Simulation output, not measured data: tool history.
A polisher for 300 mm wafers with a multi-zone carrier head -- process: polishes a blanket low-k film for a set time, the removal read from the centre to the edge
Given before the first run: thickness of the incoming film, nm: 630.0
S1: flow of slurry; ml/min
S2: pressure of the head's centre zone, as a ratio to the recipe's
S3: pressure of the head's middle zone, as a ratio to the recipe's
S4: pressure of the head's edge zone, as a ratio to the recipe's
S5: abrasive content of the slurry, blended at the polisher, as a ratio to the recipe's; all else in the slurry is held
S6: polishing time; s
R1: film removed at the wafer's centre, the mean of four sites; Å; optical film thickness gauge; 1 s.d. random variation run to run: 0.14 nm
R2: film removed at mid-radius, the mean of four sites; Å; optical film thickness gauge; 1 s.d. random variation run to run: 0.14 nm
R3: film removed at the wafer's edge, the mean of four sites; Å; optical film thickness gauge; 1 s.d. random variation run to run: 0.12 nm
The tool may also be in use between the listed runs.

{"run": 1, "hour": 0.0, "S1": 170, "S2": 1, "S3": 1, "S4": 1, "S5": 1, "S6": 40, "R1": 112.99, "R2": 105.91, "R3": 114.28}
{"run": 2, "hour": 4.9, "S1": 170, "S2": 1, "S3": 1, "S4": 1, "S5": 1, "S6": 48, "R1": 134.29, "R2": 128.78, "R3": 134.93}
{"run": 3, "hour": 8.9, "S1": 170, "S2": 1, "S3": 1, "S4": 0.99, "S5": 1, "S6": 48, "R1": 134.29, "R2": 126.66, "R3": 133.26}
{"run": 4, "hour": 10.5, "S1": 170, "S2": 1, "S3": 1.06, "S4": 0.99, "S5": 1, "S6": 48, "R1": 133.65, "R2": 133.89, "R3": 131.91}
{"run": 5, "hour": 12.0, "S1": 165, "S2": 1, "S3": 1.05, "S4": 0.98, "S5": 1, "S6": 48, "R1": 132.63, "R2": 130.99, "R3": 132.26}
{"run": 6, "hour": 20.9, "S1": 165, "S2": 1.01, "S3": 1.05, "S4": 0.97, "S5": 1, "S6": 48, "R1": 134.1, "R2": 132.95, "R3": 130.79}
{"run": 7, "hour": 21.8, "S1": 165, "S2": 1.01, "S3": 1.04, "S4": 0.96, "S5": 1, "S6": 48, "R1": 133.87, "R2": 131.77, "R3": 129.75}
{"run": 8, "hour": 22.3, "S1": 165, "S2": 1.01, "S3": 1.04, "S4": 0.96, "S5": 1, "S6": 48, "R1": 136.24, "R2": 131.86, "R3": 131.56}

Expected results for the next run?
{"run": 9, "hour": 31.0, "S1": 165, "S2": 1.01, "S3": 1.04, "S4": 0.95, "S5": 1, "S6": 48, "R1": "?", "R2": "?", "R3": "?"}

Run 9 yielded R1 136.68 Å, R2 131.02 Å, R3 129.34 Å.
